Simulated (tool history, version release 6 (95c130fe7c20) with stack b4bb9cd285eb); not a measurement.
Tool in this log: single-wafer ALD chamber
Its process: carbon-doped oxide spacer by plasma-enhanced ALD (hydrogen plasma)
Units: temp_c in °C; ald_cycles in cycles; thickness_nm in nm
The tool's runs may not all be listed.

run 1 hour=0.0 | temp_c=380 ald_cycles=442 | thickness_nm=24.759
run 2 hour=3.3 | temp_c=380 ald_cycles=418 | thickness_nm=23.329
run 3 hour=7.5 | temp_c=375 ald_cycles=418 | thickness_nm=23.310
run 4 hour=11.9 | temp_c=375 ald_cycles=402 | thickness_nm=22.407
run 5 hour=16.1 | temp_c=379 ald_cycles=402 | thickness_nm=22.502
run 6 hour=19.2 | temp_c=379 ald_cycles=390 | thickness_nm=21.906
run 7 hour=27.0 | temp_c=379 ald_cycles=344 | thickness_nm=19.194

Run 8 comes next. What will it give?
run 8 hour=35.2 | temp_c=379 ald_cycles=348 | thickness_nm=?

thickness_nm: 19.597 nm

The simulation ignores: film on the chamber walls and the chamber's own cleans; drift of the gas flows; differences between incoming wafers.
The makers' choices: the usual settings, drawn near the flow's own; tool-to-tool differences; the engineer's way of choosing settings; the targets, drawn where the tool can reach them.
